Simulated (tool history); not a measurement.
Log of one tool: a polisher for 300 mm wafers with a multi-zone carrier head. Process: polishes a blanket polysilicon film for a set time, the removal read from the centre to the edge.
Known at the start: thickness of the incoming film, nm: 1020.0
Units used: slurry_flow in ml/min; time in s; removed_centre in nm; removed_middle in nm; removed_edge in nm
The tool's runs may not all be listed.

run	hour	slurry_flow	centre_zone	middle_zone	edge_zone	time	removed_centre	removed_middle	removed_edge
1	0.0	225	1.00	1.00	1.00	56	404.40	390.26	391.37
2	6.5	225	0.92	1.00	1.00	56	369.72	399.75	393.10
3	10.2	220	0.94	0.99	0.97	55	374.31	381.19	377.04
4	15.6	220	1.02	0.99	0.97	55	406.87	378.49	386.14
5	21.4	255	1.02	0.99	0.97	55	416.16	377.46	388.83
6	26.9	250	1.02	1.00	0.94	53	399.85	375.94	357.42
7	33.8	245	1.02	0.99	0.92	52	381.10	361.38	364.52

What will run 8 give?
8	38.2	250	1.04	1.00	0.92	50	?	?	?

removed_centre: 372.08 nm
removed_middle: 349.94 nm
removed_edge: 339.57 nm
